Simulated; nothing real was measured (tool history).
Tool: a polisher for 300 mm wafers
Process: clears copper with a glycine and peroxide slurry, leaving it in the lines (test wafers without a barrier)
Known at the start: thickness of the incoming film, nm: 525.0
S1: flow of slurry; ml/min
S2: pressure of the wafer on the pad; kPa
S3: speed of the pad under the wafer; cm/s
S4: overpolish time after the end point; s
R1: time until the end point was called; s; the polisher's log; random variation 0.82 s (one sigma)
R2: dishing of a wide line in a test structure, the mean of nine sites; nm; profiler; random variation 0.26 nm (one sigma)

run  hour   S1    S2   S3  S4      R1      R2
  1     0  310  16.5  104  15  87.714  58.828
  2   4.1  270  13.8  116  11  92.777  42.226
  3  11.2  240  11.7  126   9  101.26  32.479
  4  17.6  220  10.3  138   7  102.81   26.04
  5    24  220  13.8  138   7  81.943  31.762
  6  28.7  295  13.8  138   7  80.268  32.427
  7    36  285  11.7  146   6  85.888  26.444
  8    39  195   7.6  162   4  117.68  13.271
  9  47.5  240   8.3  162   4  109.79  14.633
     55.6  -- slurry nozzle cleaned
 10  55.6  280   8.3  162   4  102.69  15.314
 11  64.5  300   8.3  162   4  103.85  14.777
 12  72.9  315   8.3  162   4  102.17   14.65
 13  74.3  325   8.3  160   4  102.43  15.233

Forecast run 14:
 14  82.7  340  8.3  160   4   ?   ?

Run 14 gave R1 104.41 s, R2 14.542 nm.

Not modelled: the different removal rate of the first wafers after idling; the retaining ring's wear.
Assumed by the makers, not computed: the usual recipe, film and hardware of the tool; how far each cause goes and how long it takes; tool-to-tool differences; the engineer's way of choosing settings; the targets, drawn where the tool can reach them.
